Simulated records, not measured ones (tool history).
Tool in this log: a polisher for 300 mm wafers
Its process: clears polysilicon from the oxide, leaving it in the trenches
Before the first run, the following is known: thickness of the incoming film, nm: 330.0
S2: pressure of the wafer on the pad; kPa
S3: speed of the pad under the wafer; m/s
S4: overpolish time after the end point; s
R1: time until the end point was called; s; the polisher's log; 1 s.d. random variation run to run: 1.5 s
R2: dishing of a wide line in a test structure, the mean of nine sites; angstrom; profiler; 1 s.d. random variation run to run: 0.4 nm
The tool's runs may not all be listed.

Run 1, hour 0: flow of slurry (ml/min) 205, S2 13.1 kPa, S3 0.98 m/s, S4 29 s. Result: R1 38.031 s, R2 279.75 angstrom.
Run 2, hour 5.2: flow of slurry (ml/min) 205, S2 14.5 kPa, S3 0.98 m/s, S4 29 s. Result: R1 35.253 s, R2 277.61 angstrom.
Run 3, hour 8: flow of slurry (ml/min) 195, S2 13.8 kPa, S3 0.92 m/s, S4 28 s. Result: R1 40.439 s, R2 276.13 angstrom.
Run 4, hour 13.8: flow of slurry (ml/min) 195, S2 11.7 kPa, S3 0.92 m/s, S4 28 s. Result: R1 46.267 s, R2 275.8 angstrom.
Run 5, hour 17.6: flow of slurry (ml/min) 185, S2 11.7 kPa, S3 0.88 m/s, S4 26 s. Result: R1 49.496 s, R2 274.38 angstrom.
Run 6, hour 18.1: flow of slurry (ml/min) 180, S2 11.7 kPa, S3 0.84 m/s, S4 24 s. Result: R1 50.338 s, R2 276.26 angstrom.

Run 7, settings as shown, results not yet in. Your forecast:
Run 7, hour 22: flow of slurry (ml/min) 175, S2 11 kPa, S3 0.84 m/s, S4 28 s. Result: R1 ?, R2 ?.

{"run 7": {"R1": 54.691, "R2": 286.91}}
